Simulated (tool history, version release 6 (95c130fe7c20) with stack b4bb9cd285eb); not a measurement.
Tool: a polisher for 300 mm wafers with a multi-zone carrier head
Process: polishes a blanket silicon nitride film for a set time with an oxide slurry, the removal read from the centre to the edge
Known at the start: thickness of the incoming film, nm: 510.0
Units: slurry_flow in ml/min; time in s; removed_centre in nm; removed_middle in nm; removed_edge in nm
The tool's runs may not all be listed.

| run | hour | slurry_flow | centre_zone | middle_zone | edge_zone | slurry_solids | time | removed_centre | removed_middle | removed_edge |
|---|---|---|---|---|---|---|---|---|---|---|
| 1 | 0.0 | 140 | 1.00 | 1.00 | 1.00 | 1.00 | 75 | 66.141 | 65.738 | 69.857 |
| 2 | 4.3 | 140 | 1.01 | 1.00 | 0.96 | 0.85 | 75 | 61.487 | 61.251 | 62.504 |
| 3 | 8.7 | 140 | 1.01 | 1.00 | 0.96 | 1.00 | 75 | 66.781 | 66.606 | 68.298 |
| 4 | 10.7 | 140 | 1.01 | 1.00 | 0.96 | 1.10 | 75 | 70.715 | 70.630 | 70.681 |
| 5 | 12.5 | 140 | 1.01 | 1.08 | 0.96 | 1.10 | 75 | 71.125 | 72.644 | 69.563 |
| 6 | 18.7 | 140 | 1.01 | 1.08 | 0.92 | 1.10 | 75 | 69.922 | 75.654 | 69.680 |
| 7 | 21.9 | 140 | 1.04 | 1.07 | 0.91 | 0.95 | 74 | 65.817 | 68.054 | 64.386 |
| 8 | 25.2 | 140 | 1.06 | 1.07 | 0.89 | 0.85 | 73 | 62.666 | 62.309 | 59.792 |
| 9 | 29.9 | 135 | 1.07 | 1.07 | 0.87 | 0.80 | 73 | 60.728 | 60.011 | 56.480 |
| 10 | 36.0 | 125 | 1.07 | 1.05 | 0.86 | 0.80 | 73 | 59.181 | 58.603 | 55.125 |
| 11 | 44.3 | 115 | 1.07 | 1.03 | 0.85 | 0.80 | 73 | 58.550 | 58.323 | 54.358 |
| 12 | 46.6 | 110 | 1.07 | 1.00 | 0.84 | 0.80 | 73 | 57.954 | 56.221 | 53.986 |
| 13 | 51.8 | 105 | 1.07 | 0.99 | 0.83 | 0.80 | 73 | 57.959 | 55.520 | 53.550 |

The next listed run, before its measurement:
| 14 | 56.2 | 95 | 1.06 | 0.98 | 0.81 | 0.65 | 73 | ? | ? | ? |

{"run 14": {"removed_centre": 51.02, "removed_middle": 47.809, "removed_edge": 46.416}}
